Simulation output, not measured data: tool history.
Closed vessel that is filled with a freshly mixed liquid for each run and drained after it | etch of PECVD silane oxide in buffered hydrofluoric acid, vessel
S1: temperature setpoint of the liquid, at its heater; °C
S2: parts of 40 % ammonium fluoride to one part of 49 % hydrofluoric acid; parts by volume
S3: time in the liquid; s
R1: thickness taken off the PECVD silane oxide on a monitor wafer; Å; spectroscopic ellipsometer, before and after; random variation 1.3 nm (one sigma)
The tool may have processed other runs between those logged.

run	hour	S1	S2	S3	R1
1	0.0	25.0	10.0	100	2840.2
2	2.7	25.0	10.0	105	3011.6
3	9.5	25.0	10.0	105	2934.8
4	12.6	25.0	10.0	100	2814.5
5	15.3	24.0	10.0	100	2689.0
6	19.2	23.0	10.0	100	2536.0
# hour 24.8: hydrofluoric acid flow meter replaced
7	24.8	22.5	10.0	100	2737.6

What will run 8 give?
8	31.7	18.5	11.5	100	?

R1: 1905.8 Å
